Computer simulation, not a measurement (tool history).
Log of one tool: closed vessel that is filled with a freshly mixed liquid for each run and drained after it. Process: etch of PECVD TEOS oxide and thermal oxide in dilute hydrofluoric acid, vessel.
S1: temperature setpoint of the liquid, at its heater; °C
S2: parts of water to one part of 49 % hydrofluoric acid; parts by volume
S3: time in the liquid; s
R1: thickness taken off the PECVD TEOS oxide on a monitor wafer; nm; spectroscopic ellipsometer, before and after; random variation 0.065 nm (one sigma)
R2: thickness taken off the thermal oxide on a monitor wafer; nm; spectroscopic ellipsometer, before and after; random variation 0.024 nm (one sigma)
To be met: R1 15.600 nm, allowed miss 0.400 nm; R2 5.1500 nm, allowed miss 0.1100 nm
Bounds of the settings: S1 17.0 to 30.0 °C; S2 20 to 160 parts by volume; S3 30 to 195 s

| run | hour | S1 | S2 | S3 | R1 | R2 |
|---|---|---|---|---|---|---|
| 1 | 0.0 | 22.0 | 90 | 100 | 13.483 | 4.4065 |
| 2 | 5.5 | 22.0 | 90 | 135 | 18.131 | 5.9398 |
| 3 | 8.3 | 21.0 | 90 | 135 | 17.348 | 5.6896 |
| 4 | 16.9 | 21.0 | 65 | 135 | 24.782 | 8.1886 |
| 5 | 22.2 | 20.0 | 70 | 135 | 21.720 | 7.1908 |
| 6 | 29.8 | 20.0 | 50 | 135 | 31.161 | 10.3280 |
| 7 | 31.1 | 19.0 | 60 | 135 | 24.757 | 8.1544 |
| 8 | 35.1 | 19.0 | 60 | 135 | 24.761 | 8.1015 |

Which of these 4 next moves meets every target?
| A | 39.1 | 28.5 | 90 | 85 | ? | ? |
| B | 39.1 | 18.5 | 80 | 120 | ? | ? |
| C | 39.1 | 27.5 | 95 | 95 | ? | ? |
| D | 39.1 | 21.0 | 65 | 80 | ? | ? |

| move | R1 | R2 |
|---|---|---|
| A | 14.770 | 4.8295 |
| B | 15.884 | 5.1936 |
| C | 14.947 | 4.8873 |
| D | 14.726 | 4.8151 |
A: takes the result that was furthest off past its target
B: meets every target
C: takes the result that was furthest off past its target
D: takes the result that was furthest off past its target
Move B is the one to make.
